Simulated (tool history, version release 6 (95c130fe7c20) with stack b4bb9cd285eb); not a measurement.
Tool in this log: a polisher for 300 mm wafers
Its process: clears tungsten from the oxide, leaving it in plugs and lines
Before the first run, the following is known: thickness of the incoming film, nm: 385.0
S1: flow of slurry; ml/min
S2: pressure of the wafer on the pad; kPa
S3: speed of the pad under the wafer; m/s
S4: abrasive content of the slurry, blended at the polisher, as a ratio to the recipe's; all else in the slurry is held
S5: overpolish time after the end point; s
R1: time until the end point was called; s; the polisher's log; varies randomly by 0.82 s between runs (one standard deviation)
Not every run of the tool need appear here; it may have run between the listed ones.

run 1 hour=0 | S1=245 S2=31 S3=0.84 S4=1 S5=45 | R1=98.295
run 2 hour=3.4 | S1=245 S2=33.1 S3=0.84 S4=1 S5=45 | R1=92.805
run 3 hour=3.9 | S1=245 S2=33.1 S3=0.84 S4=1.1 S5=45 | R1=93.13
run 4 hour=5.4 | S1=245 S2=35.2 S3=0.84 S4=1.1 S5=45 | R1=90.441
run 5 hour=13.8 | S1=245 S2=35.2 S3=0.84 S4=1.1 S5=45 | R1=88.6
-- hour=22.4 slurry nozzle cleaned
run 6 hour=22.4 | S1=295 S2=35.2 S3=0.84 S4=1.1 S5=45 | R1=84.831
run 7 hour=29.6 | S1=295 S2=35.2 S3=0.84 S4=1.1 S5=45 | R1=80.978
run 8 hour=35.1 | S1=295 S2=44.1 S3=0.86 S4=1.1 S5=45 | R1=68.22
run 9 hour=37.3 | S1=300 S2=44.8 S3=0.86 S4=1.1 S5=45 | R1=68.906

Expected results for the next run?
run 10 hour=45.3 | S1=305 S2=45.5 S3=0.86 S4=1.1 S5=45 | R1=?

R1: 68.583 s
